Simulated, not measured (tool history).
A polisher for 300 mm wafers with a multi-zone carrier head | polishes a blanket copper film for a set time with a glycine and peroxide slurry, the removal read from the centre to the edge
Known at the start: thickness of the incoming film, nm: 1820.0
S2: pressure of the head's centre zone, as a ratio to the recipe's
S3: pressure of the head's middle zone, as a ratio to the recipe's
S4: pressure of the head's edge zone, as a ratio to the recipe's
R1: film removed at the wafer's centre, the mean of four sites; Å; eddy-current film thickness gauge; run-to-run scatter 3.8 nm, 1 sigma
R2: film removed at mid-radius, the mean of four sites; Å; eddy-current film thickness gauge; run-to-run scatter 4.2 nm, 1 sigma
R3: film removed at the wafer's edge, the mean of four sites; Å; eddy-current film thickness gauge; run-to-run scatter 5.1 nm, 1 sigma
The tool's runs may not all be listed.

{"run": 1, "hour": 0.0, "flow of slurry (ml/min)": 245, "S2": 1.0, "S3": 1.0, "S4": 1.0, "polishing time (s)": 55, "R1": 2573.7, "R2": 2615.7, "R3": 2615.8}
{"run": 2, "hour": 1.9, "flow of slurry (ml/min)": 245, "S2": 1.0, "S3": 1.0, "S4": 1.02, "polishing time (s)": 58, "R1": 2758.4, "R2": 2713.4, "R3": 2766.3}
{"run": 3, "hour": 6.1, "flow of slurry (ml/min)": 245, "S2": 0.95, "S3": 1.0, "S4": 1.02, "polishing time (s)": 58, "R1": 2620.6, "R2": 2719.7, "R3": 2795.4}
{"run": 4, "hour": 12.9, "flow of slurry (ml/min)": 245, "S2": 0.95, "S3": 1.0, "S4": 1.03, "polishing time (s)": 60, "R1": 2673.0, "R2": 2837.6, "R3": 2882.6}
{"run": 5, "hour": 20.3, "flow of slurry (ml/min)": 245, "S2": 0.95, "S3": 0.95, "S4": 1.03, "polishing time (s)": 60, "R1": 2716.7, "R2": 2731.4, "R3": 2827.7}
{"run": 6, "hour": 28.6, "flow of slurry (ml/min)": 210, "S2": 0.95, "S3": 0.95, "S4": 1.03, "polishing time (s)": 60, "R1": 2617.7, "R2": 2598.5, "R3": 2863.0}
{"run": 7, "hour": 29.9, "flow of slurry (ml/min)": 205, "S2": 0.96, "S3": 0.97, "S4": 1.04, "polishing time (s)": 62, "R1": 2720.1, "R2": 2809.9, "R3": 2974.1}
{"hour": 34.5, "done": "worn pad replaced by a new one"}
{"run": 8, "hour": 34.5, "flow of slurry (ml/min)": 195, "S2": 0.97, "S3": 0.97, "S4": 1.05, "polishing time (s)": 64, "R1": 2981.5, "R2": 3060.3, "R3": 3258.1}

Run 9 has not been measured yet. What should we expect?
{"run": 9, "hour": 42.8, "flow of slurry (ml/min)": 190, "S2": 0.98, "S3": 0.98, "S4": 1.07, "polishing time (s)": 64, "R1": "?", "R2": "?", "R3": "?"}

Run 9 yielded R1 3012.5 Å, R2 3069.1 Å, R3 3262.8 Å.
